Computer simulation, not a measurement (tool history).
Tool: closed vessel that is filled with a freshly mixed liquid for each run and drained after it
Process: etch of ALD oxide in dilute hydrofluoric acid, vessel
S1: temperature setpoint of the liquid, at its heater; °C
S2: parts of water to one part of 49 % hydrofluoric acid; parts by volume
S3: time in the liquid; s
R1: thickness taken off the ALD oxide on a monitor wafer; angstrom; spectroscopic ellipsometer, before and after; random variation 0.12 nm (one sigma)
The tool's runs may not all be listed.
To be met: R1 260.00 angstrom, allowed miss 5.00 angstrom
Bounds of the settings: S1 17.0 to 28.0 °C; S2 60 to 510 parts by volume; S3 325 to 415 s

{"run": 1, "hour": 0.0, "S1": 20.0, "S2": 285, "S3": 415, "R1": 191.97}
{"run": 2, "hour": 4.2, "S1": 22.5, "S2": 285, "S3": 415, "R1": 210.07}
{"run": 3, "hour": 10.8, "S1": 22.5, "S2": 285, "S3": 415, "R1": 210.12}
{"run": 4, "hour": 19.0, "S1": 19.0, "S2": 285, "S3": 415, "R1": 184.79}
{"run": 5, "hour": 19.9, "S1": 17.0, "S2": 285, "S3": 415, "R1": 171.44}
{"run": 6, "hour": 28.6, "S1": 20.5, "S2": 285, "S3": 415, "R1": 195.47}
{"run": 7, "hour": 37.3, "S1": 23.0, "S2": 285, "S3": 415, "R1": 214.68}
{"run": 8, "hour": 39.5, "S1": 24.5, "S2": 285, "S3": 415, "R1": 225.02}
{"run": 9, "hour": 42.8, "S1": 25.5, "S2": 285, "S3": 415, "R1": 231.57}
{"run": 10, "hour": 49.6, "S1": 26.5, "S2": 280, "S3": 415, "R1": 249.35}
{"run": 11, "hour": 56.3, "S1": 27.0, "S2": 280, "S3": 415, "R1": 253.32}

4 next moves are on the table. One of them brings every result within its allowed miss. Which?
{"run": "A", "hour": 63.0, "S1": 26.0, "S2": 260, "S3": 385, "R1": "?"}
{"run": "B", "hour": 63.0, "S1": 27.0, "S2": 285, "S3": 415, "R1": "?"}
{"run": "C", "hour": 63.0, "S1": 25.5, "S2": 265, "S3": 395, "R1": "?"}
{"run": "D", "hour": 63.0, "S1": 26.5, "S2": 265, "S3": 405, "R1": "?"}

move=A R1=249.37
move=B R1=247.18
move=C R1=245.40
move=D R1=260.48
A: further off than the last run
B: further off than the last run
C: further off than the last run
D: meets every target
Move D is the one to make.

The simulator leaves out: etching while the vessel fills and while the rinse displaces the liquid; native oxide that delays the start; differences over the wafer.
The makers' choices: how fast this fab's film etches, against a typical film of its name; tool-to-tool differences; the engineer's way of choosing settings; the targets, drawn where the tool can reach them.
